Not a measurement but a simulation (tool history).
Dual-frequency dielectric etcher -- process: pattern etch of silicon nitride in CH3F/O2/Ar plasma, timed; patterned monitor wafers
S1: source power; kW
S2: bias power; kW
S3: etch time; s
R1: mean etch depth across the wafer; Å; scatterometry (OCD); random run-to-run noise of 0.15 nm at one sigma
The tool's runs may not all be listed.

run 1 hour=0 | S1=0.39 S2=0.069 S3=55 | R1=380.44
run 2 hour=6.3 | S1=0.36 S2=0.067 S3=55 | R1=360.37
run 3 hour=12.1 | S1=0.34 S2=0.067 S3=55 | R1=351.8
run 4 hour=17.8 | S1=0.32 S2=0.067 S3=55 | R1=343.4
run 5 hour=25.9 | S1=0.32 S2=0.058 S3=55 | R1=326.48
run 6 hour=31.6 | S1=0.32 S2=0.068 S3=55 | R1=345.2

Run 7 has not been measured yet. What should we expect?
run 7 hour=34.7 | S1=0.31 S2=0.068 S3=55 | R1=?

R1: 342.26 Å
